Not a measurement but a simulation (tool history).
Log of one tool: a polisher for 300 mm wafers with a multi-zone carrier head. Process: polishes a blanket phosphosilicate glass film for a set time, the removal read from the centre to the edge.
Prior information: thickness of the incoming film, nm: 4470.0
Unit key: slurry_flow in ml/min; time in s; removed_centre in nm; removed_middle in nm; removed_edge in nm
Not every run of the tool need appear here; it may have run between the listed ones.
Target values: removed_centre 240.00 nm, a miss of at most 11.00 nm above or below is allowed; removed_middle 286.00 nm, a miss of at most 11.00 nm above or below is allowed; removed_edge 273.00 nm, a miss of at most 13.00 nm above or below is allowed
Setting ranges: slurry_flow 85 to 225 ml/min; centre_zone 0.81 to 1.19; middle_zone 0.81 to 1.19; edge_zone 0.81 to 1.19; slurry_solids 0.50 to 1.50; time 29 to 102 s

run 1 hour=0.0 | slurry_flow=145 centre_zone=1.00 middle_zone=1.00 edge_zone=1.00 slurry_solids=1.00 time=65 | removed_centre=447.81 removed_middle=424.94 removed_edge=443.99
run 2 hour=5.9 | slurry_flow=145 centre_zone=1.00 middle_zone=1.00 edge_zone=1.00 slurry_solids=1.00 time=57 | removed_centre=391.77 removed_middle=378.17 removed_edge=401.91
run 3 hour=6.7 | slurry_flow=140 centre_zone=0.97 middle_zone=1.01 edge_zone=0.97 slurry_solids=0.85 time=56 | removed_centre=343.74 removed_middle=338.78 removed_edge=340.98
run 4 hour=14.8 | slurry_flow=140 centre_zone=0.97 middle_zone=1.01 edge_zone=0.97 slurry_solids=0.70 time=56 | removed_centre=298.28 removed_middle=295.69 removed_edge=300.16
run 5 hour=18.9 | slurry_flow=135 centre_zone=0.93 middle_zone=1.02 edge_zone=0.97 slurry_solids=0.70 time=56 | removed_centre=280.53 removed_middle=295.01 removed_edge=293.32
run 6 hour=22.7 | slurry_flow=125 centre_zone=0.91 middle_zone=1.03 edge_zone=0.97 slurry_solids=0.70 time=56 | removed_centre=276.95 removed_middle=302.23 removed_edge=297.70
run 7 hour=26.5 | slurry_flow=125 centre_zone=0.89 middle_zone=1.03 edge_zone=0.96 slurry_solids=0.70 time=56 | removed_centre=264.12 removed_middle=299.00 removed_edge=297.93
run 8 hour=30.8 | slurry_flow=125 centre_zone=0.88 middle_zone=1.03 edge_zone=0.94 slurry_solids=0.70 time=56 | removed_centre=260.20 removed_middle=299.23 removed_edge=293.11
run 9 hour=36.7 | slurry_flow=125 centre_zone=0.87 middle_zone=1.03 edge_zone=0.93 slurry_solids=0.70 time=56 | removed_centre=258.05 removed_middle=296.97 removed_edge=288.32
run 10 hour=40.8 | slurry_flow=125 centre_zone=0.86 middle_zone=1.03 edge_zone=0.92 slurry_solids=0.70 time=56 | removed_centre=253.91 removed_middle=295.84 removed_edge=293.30
run 11 hour=43.0 | slurry_flow=120 centre_zone=0.86 middle_zone=1.04 edge_zone=0.91 slurry_solids=0.70 time=56 | removed_centre=252.48 removed_middle=293.91 removed_edge=285.82
run 12 hour=47.8 | slurry_flow=115 centre_zone=0.86 middle_zone=1.04 edge_zone=0.90 slurry_solids=0.70 time=56 | removed_centre=251.53 removed_middle=291.51 removed_edge=286.91
run 13 hour=54.8 | slurry_flow=115 centre_zone=0.86 middle_zone=1.05 edge_zone=0.89 slurry_solids=0.70 time=56 | removed_centre=254.48 removed_middle=302.90 removed_edge=278.96

Consider the 5 candidate settings below. Which is the only one whose results all fall within their allowed miss of target?
run A hour=61.8 | slurry_flow=155 centre_zone=0.93 middle_zone=1.01 edge_zone=0.94 slurry_solids=0.60 time=58 | removed_centre=? removed_middle=? removed_edge=?
run B hour=61.8 | slurry_flow=125 centre_zone=0.90 middle_zone=1.03 edge_zone=0.83 slurry_solids=0.75 time=51 | removed_centre=? removed_middle=? removed_edge=?
run C hour=61.8 | slurry_flow=125 centre_zone=0.92 middle_zone=1.03 edge_zone=0.86 slurry_solids=0.70 time=54 | removed_centre=? removed_middle=? removed_edge=?
run D hour=61.8 | slurry_flow=90 centre_zone=0.89 middle_zone=1.05 edge_zone=0.81 slurry_solids=0.80 time=56 | removed_centre=? removed_middle=? removed_edge=?
run E hour=61.8 | slurry_flow=90 centre_zone=0.86 middle_zone=1.07 edge_zone=0.90 slurry_solids=1.10 time=43 | removed_centre=? removed_middle=? removed_edge=?

move=A removed_centre=267.81 removed_middle=283.88 removed_edge=274.19
move=B removed_centre=256.67 removed_middle=287.01 removed_edge=265.31
move=C removed_centre=264.78 removed_middle=289.55 removed_edge=270.76
move=D removed_centre=265.06 removed_middle=307.81 removed_edge=285.48
move=E removed_centre=235.50 removed_middle=287.10 removed_edge=271.56
A: the furthest-off result lands on target, but another misses its tolerance
B: the furthest-off result lands on target, but another misses its tolerance
C: the furthest-off result lands on target, but another misses its tolerance
D: further off than the last run
E: each result inside its tolerance
So the answer is move E, the one that meets all the targets.
